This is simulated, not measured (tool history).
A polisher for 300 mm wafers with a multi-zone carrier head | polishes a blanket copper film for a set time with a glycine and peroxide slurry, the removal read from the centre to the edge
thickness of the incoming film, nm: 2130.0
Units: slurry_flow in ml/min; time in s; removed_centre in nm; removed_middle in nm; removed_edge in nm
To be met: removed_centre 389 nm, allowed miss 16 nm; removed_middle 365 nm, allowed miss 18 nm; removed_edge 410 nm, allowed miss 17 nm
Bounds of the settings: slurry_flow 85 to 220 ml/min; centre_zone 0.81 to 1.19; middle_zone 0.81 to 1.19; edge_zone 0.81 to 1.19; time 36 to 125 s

run  hour  slurry_flow  centre_zone  middle_zone  edge_zone  time  removed_centre  removed_middle  removed_edge
  1     0          140            1            1          1    80          316.61          308.19        329.46
  2   2.1          150         1.01            1       1.03    82          336.52           320.5        343.07
  3     8          150         1.01         0.92       1.03    82          335.32           305.4        350.74
  4    12          150         1.01         0.92       1.03    66          270.64          239.62        280.14
     15.5  -- edge zone pressure recalibrated
  5  15.5          150         1.01         0.93       1.04    71          293.54          262.87        292.09
  6  17.7          150         1.01         0.93       1.04    55          227.61          208.65        221.25
  7  22.3          155         1.01         0.94       1.04    62          249.79          235.92        251.61
  8  25.4          195          1.1         0.98       1.14    84          390.96          338.88        375.85

4 next moves are on the table. One of them brings every result within its allowed miss. Which?
  A  28.5          160            1         0.93       1.11    95               ?               ?             ?
  B  28.5          220          1.1         1.12       0.97    82               ?               ?             ?
  C  28.5          185         1.16         0.95       1.13    78               ?               ?             ?
  D  28.5          175         1.12         0.88       1.15    80               ?               ?             ?

move  removed_centre  removed_middle  removed_edge
   A          391.14           361.8        396.84
   B          394.33           384.8        332.23
   C          383.97          310.03        335.02
   D          375.97          295.63        344.65
A: meets every target
B: further off than the last run
C: further off than the last run
D: further off than the last run
Answer: A
